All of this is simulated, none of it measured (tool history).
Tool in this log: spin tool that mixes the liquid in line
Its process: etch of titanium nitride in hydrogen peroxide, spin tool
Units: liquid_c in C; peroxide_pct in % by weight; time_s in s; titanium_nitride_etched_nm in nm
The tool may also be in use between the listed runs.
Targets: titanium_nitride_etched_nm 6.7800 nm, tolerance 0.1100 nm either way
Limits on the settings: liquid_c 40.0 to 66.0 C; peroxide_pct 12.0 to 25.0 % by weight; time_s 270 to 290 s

{"run": 1, "hour": 0.0, "liquid_c": 56.0, "peroxide_pct": 17.0, "time_s": 270, "titanium_nitride_etched_nm": 17.338}
{"run": 2, "hour": 2.1, "liquid_c": 52.5, "peroxide_pct": 17.0, "time_s": 270, "titanium_nitride_etched_nm": 13.548}
{"run": 3, "hour": 5.9, "liquid_c": 57.5, "peroxide_pct": 17.0, "time_s": 270, "titanium_nitride_etched_nm": 19.232}
{"run": 4, "hour": 6.7, "liquid_c": 54.0, "peroxide_pct": 17.0, "time_s": 270, "titanium_nitride_etched_nm": 15.054}
{"run": 5, "hour": 10.4, "liquid_c": 54.0, "peroxide_pct": 17.0, "time_s": 290, "titanium_nitride_etched_nm": 16.223}
{"run": 6, "hour": 18.2, "liquid_c": 54.0, "peroxide_pct": 14.0, "time_s": 290, "titanium_nitride_etched_nm": 15.616}
{"run": 7, "hour": 22.8, "liquid_c": 51.0, "peroxide_pct": 14.0, "time_s": 290, "titanium_nitride_etched_nm": 12.561}
{"run": 8, "hour": 27.3, "liquid_c": 43.0, "peroxide_pct": 14.0, "time_s": 290, "titanium_nitride_etched_nm": 6.9998}

Which single option among these 4 for the next run brings every result within its allowed miss of target? Just one does.
{"run": "A", "hour": 31.8, "liquid_c": 44.5, "peroxide_pct": 12.0, "time_s": 270, "titanium_nitride_etched_nm": "?"}
{"run": "B", "hour": 31.8, "liquid_c": 44.0, "peroxide_pct": 13.0, "time_s": 275, "titanium_nitride_etched_nm": "?"}
{"run": "C", "hour": 31.8, "liquid_c": 43.5, "peroxide_pct": 12.0, "time_s": 290, "titanium_nitride_etched_nm": "?"}
{"run": "D", "hour": 31.8, "liquid_c": 43.5, "peroxide_pct": 14.5, "time_s": 270, "titanium_nitride_etched_nm": "?"}

move=A titanium_nitride_etched_nm=7.0076
move=B titanium_nitride_etched_nm=6.9909
move=C titanium_nitride_etched_nm=6.9829
move=D titanium_nitride_etched_nm=6.7639
A: no nearer and no further than the last run
B: no nearer and no further than the last run
C: an improvement on the last run, though not all results are within tolerance
D: meets every target
Go with D: it meets all targets.

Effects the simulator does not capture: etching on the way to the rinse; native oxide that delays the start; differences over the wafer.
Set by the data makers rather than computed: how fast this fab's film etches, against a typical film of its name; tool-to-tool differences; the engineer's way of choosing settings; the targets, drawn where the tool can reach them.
